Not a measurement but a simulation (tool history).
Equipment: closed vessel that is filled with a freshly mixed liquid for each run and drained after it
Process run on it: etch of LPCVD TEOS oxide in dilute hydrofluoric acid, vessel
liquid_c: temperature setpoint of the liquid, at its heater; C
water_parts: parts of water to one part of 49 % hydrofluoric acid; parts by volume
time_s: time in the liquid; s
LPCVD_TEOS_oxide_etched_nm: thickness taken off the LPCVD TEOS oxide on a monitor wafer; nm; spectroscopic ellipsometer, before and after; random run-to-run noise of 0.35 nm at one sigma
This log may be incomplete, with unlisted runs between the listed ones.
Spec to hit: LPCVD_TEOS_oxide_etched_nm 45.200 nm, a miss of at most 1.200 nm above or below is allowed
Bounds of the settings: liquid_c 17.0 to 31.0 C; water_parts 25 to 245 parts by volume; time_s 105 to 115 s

Run 1, hour 0.0: liquid_c 23.0 C, water_parts 135 parts by volume, time_s 105 s. Result: LPCVD_TEOS_oxide_etched_nm 29.309 nm.
Run 2, hour 6.2: liquid_c 25.0 C, water_parts 130 parts by volume, time_s 105 s. Result: LPCVD_TEOS_oxide_etched_nm 33.342 nm.
Run 3, hour 7.5: liquid_c 22.5 C, water_parts 130 parts by volume, time_s 105 s. Result: LPCVD_TEOS_oxide_etched_nm 30.287 nm.
Run 4, hour 15.3: liquid_c 24.5 C, water_parts 125 parts by volume, time_s 105 s. Result: LPCVD_TEOS_oxide_etched_nm 34.349 nm.
Run 5, hour 23.2: liquid_c 26.0 C, water_parts 125 parts by volume, time_s 105 s. Result: LPCVD_TEOS_oxide_etched_nm 36.363 nm.
Run 6, hour 28.9: liquid_c 24.5 C, water_parts 125 parts by volume, time_s 105 s. Result: LPCVD_TEOS_oxide_etched_nm 34.394 nm.
Run 7, hour 32.0: liquid_c 24.5 C, water_parts 125 parts by volume, time_s 105 s. Result: LPCVD_TEOS_oxide_etched_nm 34.183 nm.
Run 8, hour 36.4: liquid_c 26.0 C, water_parts 125 parts by volume, time_s 105 s. Result: LPCVD_TEOS_oxide_etched_nm 36.104 nm.
Run 9, hour 44.6: liquid_c 27.0 C, water_parts 125 parts by volume, time_s 105 s. Result: LPCVD_TEOS_oxide_etched_nm 37.711 nm.
Run 10, hour 53.2: liquid_c 28.0 C, water_parts 125 parts by volume, time_s 105 s. Result: LPCVD_TEOS_oxide_etched_nm 38.791 nm.
Run 11, hour 61.2: liquid_c 31.0 C, water_parts 115 parts by volume, time_s 105 s. Result: LPCVD_TEOS_oxide_etched_nm 48.229 nm.
Run 12, hour 67.3: liquid_c 30.5 C, water_parts 115 parts by volume, time_s 105 s. Result: LPCVD_TEOS_oxide_etched_nm 47.839 nm.
At hour 72.1: hydrofluoric acid flow meter replaced.
Run 13, hour 72.1: liquid_c 30.0 C, water_parts 115 parts by volume, time_s 105 s. Result: LPCVD_TEOS_oxide_etched_nm 41.448 nm.
Run 14, hour 76.6: liquid_c 30.0 C, water_parts 110 parts by volume, time_s 105 s. Result: LPCVD_TEOS_oxide_etched_nm 43.962 nm.

5 candidate next runs follow, results not yet known. Just one meets every target within its allowed miss. Identify it.
Run A, hour 81.1: liquid_c 26.5 C, water_parts 110 parts by volume, time_s 115 s. Result: LPCVD_TEOS_oxide_etched_nm ?.
Run B, hour 81.1: liquid_c 30.0 C, water_parts 115 parts by volume, time_s 105 s. Result: LPCVD_TEOS_oxide_etched_nm ?.
Run C, hour 81.1: liquid_c 30.0 C, water_parts 115 parts by volume, time_s 115 s. Result: LPCVD_TEOS_oxide_etched_nm ?.
Run D, hour 81.1: liquid_c 30.0 C, water_parts 120 parts by volume, time_s 110 s. Result: LPCVD_TEOS_oxide_etched_nm ?.
Run E, hour 81.1: liquid_c 31.0 C, water_parts 130 parts by volume, time_s 115 s. Result: LPCVD_TEOS_oxide_etched_nm ?.

move  LPCVD_TEOS_oxide_etched_nm
   A                      41.958
   B                      41.538
   C                      45.493
   D                      41.417
   E                      40.889
A: further off than the last run
B: further off than the last run
C: every result within its allowed miss
D: further off than the last run
E: further off than the last run
The move that meets every target is C.

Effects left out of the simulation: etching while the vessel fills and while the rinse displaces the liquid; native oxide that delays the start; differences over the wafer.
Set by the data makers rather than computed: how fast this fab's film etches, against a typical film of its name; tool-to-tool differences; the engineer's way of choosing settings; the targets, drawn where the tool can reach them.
